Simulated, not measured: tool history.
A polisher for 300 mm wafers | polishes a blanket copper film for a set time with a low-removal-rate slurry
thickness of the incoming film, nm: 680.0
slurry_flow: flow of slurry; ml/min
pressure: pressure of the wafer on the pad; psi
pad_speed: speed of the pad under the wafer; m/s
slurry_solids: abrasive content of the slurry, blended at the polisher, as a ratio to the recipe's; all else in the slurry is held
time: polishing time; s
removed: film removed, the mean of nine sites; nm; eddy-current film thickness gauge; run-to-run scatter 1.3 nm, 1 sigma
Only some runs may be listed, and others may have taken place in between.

run    day  slurry_flow  pressure  pad_speed  slurry_solids  time  removed
  1      0          305       2.9       0.96              1    25   83.187
  2  0.129          305       2.9       0.96              1    25   82.414
  3  0.217          250       2.9       0.96              1    25   80.234
  4  0.408          250       2.9        1.1              1    25   93.054
  5    0.6          250       2.9       1.24              1    25   101.92
  6  0.962          250         3       1.24              1    25   105.17
  7  1.208          250       3.1       1.24              1    25   109.51
  8  1.579          250       3.2       1.24              1    25   112.48

Run 9 comes next. What will it give?
  9  1.604          255         4       1.26              1    25        ?

{"run 9": {"removed": 140.68}}

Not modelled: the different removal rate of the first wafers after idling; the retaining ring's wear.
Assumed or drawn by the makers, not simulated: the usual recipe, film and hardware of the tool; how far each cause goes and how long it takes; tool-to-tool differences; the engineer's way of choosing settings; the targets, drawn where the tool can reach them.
